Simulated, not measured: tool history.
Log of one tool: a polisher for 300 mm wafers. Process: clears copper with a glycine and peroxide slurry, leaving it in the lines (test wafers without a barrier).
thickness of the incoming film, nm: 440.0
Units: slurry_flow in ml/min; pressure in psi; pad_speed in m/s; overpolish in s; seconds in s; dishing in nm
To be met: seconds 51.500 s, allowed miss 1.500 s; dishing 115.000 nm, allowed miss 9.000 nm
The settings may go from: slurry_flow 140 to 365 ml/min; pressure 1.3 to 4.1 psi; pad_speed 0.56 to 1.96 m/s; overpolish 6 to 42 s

{"run": 1, "hour": 0.0, "slurry_flow": 235, "pressure": 2.7, "pad_speed": 1.26, "overpolish": 21, "seconds": 71.228, "dishing": 70.576}
{"run": 2, "hour": 6.2, "slurry_flow": 235, "pressure": 2.8, "pad_speed": 1.26, "overpolish": 22, "seconds": 68.255, "dishing": 74.104}
{"run": 3, "hour": 8.6, "slurry_flow": 235, "pressure": 2.8, "pad_speed": 1.52, "overpolish": 22, "seconds": 58.28, "dishing": 81.851}
{"run": 4, "hour": 17.1, "slurry_flow": 275, "pressure": 2.8, "pad_speed": 1.52, "overpolish": 22, "seconds": 57.669, "dishing": 83.311}
{"run": 5, "hour": 21.4, "slurry_flow": 275, "pressure": 3.4, "pad_speed": 1.52, "overpolish": 22, "seconds": 48.748, "dishing": 91.328}
{"run": 6, "hour": 26.7, "slurry_flow": 275, "pressure": 3.7, "pad_speed": 1.52, "overpolish": 22, "seconds": 44.409, "dishing": 98.707}
{"run": 7, "hour": 29.5, "slurry_flow": 275, "pressure": 3.6, "pad_speed": 1.52, "overpolish": 23, "seconds": 46.728, "dishing": 97.55}
{"run": 8, "hour": 34.6, "slurry_flow": 255, "pressure": 3.4, "pad_speed": 1.5, "overpolish": 32, "seconds": 49.286, "dishing": 111.47}

Which of these 5 next moves meets every target?
{"run": "A", "hour": 39.7, "slurry_flow": 250, "pressure": 3.4, "pad_speed": 1.6, "overpolish": 36, "seconds": "?", "dishing": "?"}
{"run": "B", "hour": 39.7, "slurry_flow": 265, "pressure": 3.7, "pad_speed": 1.32, "overpolish": 37, "seconds": "?", "dishing": "?"}
{"run": "C", "hour": 39.7, "slurry_flow": 205, "pressure": 3.8, "pad_speed": 1.44, "overpolish": 24, "seconds": "?", "dishing": "?"}
{"run": "D", "hour": 39.7, "slurry_flow": 250, "pressure": 3.8, "pad_speed": 1.42, "overpolish": 24, "seconds": "?", "dishing": "?"}
{"run": "E", "hour": 39.7, "slurry_flow": 220, "pressure": 3.8, "pad_speed": 1.38, "overpolish": 33, "seconds": "?", "dishing": "?"}

move=A seconds=46.212 dishing=116.240
move=B seconds=50.604 dishing=115.750
move=C seconds=47.018 dishing=97.141
move=D seconds=46.552 dishing=97.726
move=E seconds=48.442 dishing=112.360
A: further off than the last run
B: meets every target
C: further off than the last run
D: further off than the last run
E: further off than the last run
The right move is B.
